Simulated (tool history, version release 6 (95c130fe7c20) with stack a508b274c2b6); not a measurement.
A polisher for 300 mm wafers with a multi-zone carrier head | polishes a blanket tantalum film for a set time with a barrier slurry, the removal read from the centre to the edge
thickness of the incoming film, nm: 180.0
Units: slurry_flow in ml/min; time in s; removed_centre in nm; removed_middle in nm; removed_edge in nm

run,hour,slurry_flow,centre_zone,middle_zone,edge_zone,slurry_solids,time,removed_centre,removed_middle,removed_edge
1,0.0,240,1.00,1.00,1.00,1.0,36,34.490,34.562,33.960
2,7.7,250,1.02,0.98,1.02,1.0,36,34.708,33.941,34.146
3,15.1,250,1.02,0.98,1.02,1.0,41,40.380,39.516,38.423
4,22.1,250,1.10,0.98,1.02,1.0,41,42.180,38.464,38.645
5,25.0,200,1.10,0.98,1.02,1.0,41,41.906,38.159,38.635
6,33.0,200,1.10,0.96,1.02,1.0,41,42.126,37.681,38.865

Run 7 comes next. What will it give?
7,36.9,200,1.10,0.94,1.02,1.0,41,?,?,?

removed_centre: 41.281 nm
removed_middle: 36.154 nm
removed_edge: 38.403 nm
